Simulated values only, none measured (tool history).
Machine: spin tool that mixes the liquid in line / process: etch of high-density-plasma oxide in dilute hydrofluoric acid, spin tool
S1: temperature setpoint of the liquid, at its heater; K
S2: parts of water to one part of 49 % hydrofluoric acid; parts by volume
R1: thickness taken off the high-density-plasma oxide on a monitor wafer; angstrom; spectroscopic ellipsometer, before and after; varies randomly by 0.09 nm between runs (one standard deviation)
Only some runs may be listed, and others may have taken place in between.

Run 1, hour 0.0: S1 299.15 K, S2 110 parts by volume, time under the liquid (s) 85. Result: R1 36.765 angstrom.
Run 2, hour 7.0: S1 297.65 K, S2 110 parts by volume, time under the liquid (s) 85. Result: R1 35.145 angstrom.
Run 3, hour 14.2: S1 297.65 K, S2 110 parts by volume, time under the liquid (s) 65. Result: R1 26.734 angstrom.
Run 4, hour 16.7: S1 299.15 K, S2 100 parts by volume, time under the liquid (s) 65. Result: R1 31.825 angstrom.
Run 5, hour 24.7: S1 297.15 K, S2 100 parts by volume, time under the liquid (s) 65. Result: R1 29.916 angstrom.
Run 6, hour 25.5: S1 298.65 K, S2 85 parts by volume, time under the liquid (s) 65. Result: R1 37.523 angstrom.
Run 7, hour 33.8: S1 300.15 K, S2 75 parts by volume, time under the liquid (s) 65. Result: R1 46.779 angstrom.
At hour 42.6: hydrofluoric acid flow meter replaced.
Run 8, hour 42.6: S1 301.15 K, S2 70 parts by volume, time under the liquid (s) 65. Result: R1 57.975 angstrom.
Run 9, hour 49.2: S1 302.15 K, S2 70 parts by volume, time under the liquid (s) 65. Result: R1 59.624 angstrom.
Run 10, hour 51.3: S1 303.15 K, S2 70 parts by volume, time under the liquid (s) 65. Result: R1 61.342 angstrom.
Run 11, hour 52.2: S1 303.65 K, S2 65 parts by volume, time under the liquid (s) 65. Result: R1 68.237 angstrom.
Run 12, hour 56.7: S1 304.15 K, S2 65 parts by volume, time under the liquid (s) 65. Result: R1 69.897 angstrom.

The next listed run, before its measurement:
Run 13, hour 61.4: S1 307.15 K, S2 45 parts by volume, time under the liquid (s) 65. Result: R1 ?.

Run 13 produced R1 117.020 angstrom.

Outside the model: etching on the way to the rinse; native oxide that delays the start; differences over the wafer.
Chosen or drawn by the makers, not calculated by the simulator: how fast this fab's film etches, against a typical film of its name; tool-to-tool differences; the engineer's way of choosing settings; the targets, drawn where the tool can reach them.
